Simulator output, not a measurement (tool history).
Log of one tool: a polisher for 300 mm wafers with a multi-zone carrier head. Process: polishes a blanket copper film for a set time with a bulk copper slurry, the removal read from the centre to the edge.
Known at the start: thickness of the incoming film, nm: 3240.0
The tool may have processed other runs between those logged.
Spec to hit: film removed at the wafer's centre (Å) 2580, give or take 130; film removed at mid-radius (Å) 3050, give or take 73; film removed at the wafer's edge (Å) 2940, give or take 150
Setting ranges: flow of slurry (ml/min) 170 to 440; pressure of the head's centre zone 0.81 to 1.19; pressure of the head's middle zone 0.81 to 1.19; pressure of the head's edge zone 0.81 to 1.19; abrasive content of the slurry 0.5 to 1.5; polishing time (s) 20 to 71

| run | hour | flow of slurry (ml/min) | pressure of the head's centre zone | pressure of the head's middle zone | pressure of the head's edge zone | abrasive content of the slurry | polishing time (s) | film removed at the wafer's centre (Å) | film removed at mid-radius (Å) | film removed at the wafer's edge (Å) |
|---|---|---|---|---|---|---|---|---|---|---|
| 1 | 0 | 280 | 1 | 1 | 1 | 1 | 45 | 2782.7 | 2675.6 | 2565.5 |
| 2 | 4 | 325 | 1 | 1 | 1 | 1 | 45 | 2786.4 | 2683.1 | 2670.8 |
| 3 | 5.1 | 325 | 1 | 1 | 1 | 1 | 56 | 3442.6 | 3359.3 | 3328.3 |
| 4 | 14 | 320 | 0.96 | 1 | 0.99 | 0.95 | 56 | 3230.5 | 3272.3 | 3176.3 |
| 5 | 19.5 | 320 | 0.96 | 1 | 0.99 | 1.05 | 56 | 3303.7 | 3390.5 | 3329.5 |
| 6 | 22.8 | 320 | 0.93 | 1 | 0.99 | 1 | 56 | 3154.6 | 3397 | 3291.4 |
| 7 | 24.5 | 315 | 0.9 | 0.98 | 0.98 | 0.95 | 56 | 3036.3 | 3293.8 | 3231.3 |
| 8 | 32 | 315 | 0.88 | 0.98 | 0.98 | 0.9 | 56 | 2893.2 | 3219.2 | 3176.9 |

Next run, 5 choices. One meets every target within its allowed miss, the rest don't. Which?
| A | 39.5 | 280 | 1.02 | 0.97 | 0.89 | 0.95 | 53 | ? | ? | ? |
| B | 39.5 | 320 | 0.93 | 1.01 | 0.93 | 0.8 | 53 | ? | ? | ? |
| C | 39.5 | 270 | 0.84 | 0.85 | 1.05 | 1 | 58 | ? | ? | ? |
| D | 39.5 | 300 | 0.81 | 0.91 | 1.06 | 0.95 | 59 | ? | ? | ? |
| E | 39.5 | 345 | 0.84 | 1 | 0.98 | 0.85 | 52 | ? | ? | ? |

| move | film removed at the wafer's centre (Å) | film removed at mid-radius (Å) | film removed at the wafer's edge (Å) |
|---|---|---|---|
| A | 3255.2 | 3023.4 | 2897.3 |
| B | 2901.4 | 3056.9 | 2878.8 |
| C | 2946.9 | 2988.7 | 3463 |
| D | 2889.9 | 3212.6 | 3524 |
| E | 2617.1 | 3029.5 | 2944.3 |
A: moves away from the targets compared with the last run
B: as far off as the last run
C: moves away from the targets compared with the last run
D: moves away from the targets compared with the last run
E: all results land within tolerance of their targets
Correct choice: E, which meets every target
